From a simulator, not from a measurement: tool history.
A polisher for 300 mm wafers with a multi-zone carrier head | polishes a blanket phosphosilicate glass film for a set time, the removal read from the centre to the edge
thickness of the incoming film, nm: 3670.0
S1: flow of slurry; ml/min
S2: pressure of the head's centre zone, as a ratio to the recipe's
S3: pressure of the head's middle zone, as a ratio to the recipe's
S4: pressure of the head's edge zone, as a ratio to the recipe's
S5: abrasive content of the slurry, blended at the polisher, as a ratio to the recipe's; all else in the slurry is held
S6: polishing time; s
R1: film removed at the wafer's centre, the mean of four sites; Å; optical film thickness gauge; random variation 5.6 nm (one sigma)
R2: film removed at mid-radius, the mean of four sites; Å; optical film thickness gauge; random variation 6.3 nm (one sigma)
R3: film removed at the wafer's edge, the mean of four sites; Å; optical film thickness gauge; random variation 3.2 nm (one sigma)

run    day   S1    S2    S3    S4    S5  S6      R1      R2      R3
  1  0.000  275  1.00  1.00  1.00  1.00  56  3188.4  2910.6  2852.4
  2  0.175  280  1.01  0.99  1.04  1.15  59  3541.1  3254.1  3227.3
  3  0.454  255  1.01  0.99  1.04  1.15  59  3417.0  3172.3  3221.1
  4  0.788  255  1.01  0.99  0.98  1.15  59  3462.4  3209.0  3093.7
  5  0.850  300  1.01  0.99  0.98  1.15  59  3575.0  3257.4  3134.6
  6  0.967  300  1.06  0.99  0.98  1.15  59  3766.8  3233.5  3143.0
  7  1.042  300  1.07  0.97  1.03  1.25  62  4029.6  3459.8  3514.7
  8  1.217  300  1.09  0.96  1.06  1.30  64  4317.5  3621.7  3738.8

The next listed run, before its measurement:
     1.446  -- centre zone pressure recalibrated
  9  1.446  315  1.09  0.91  1.16  1.50  72   ?   ?   ?

Run 9 gave R1 4672.0 Å, R2 3947.7 Å, R3 4639.3 Å.
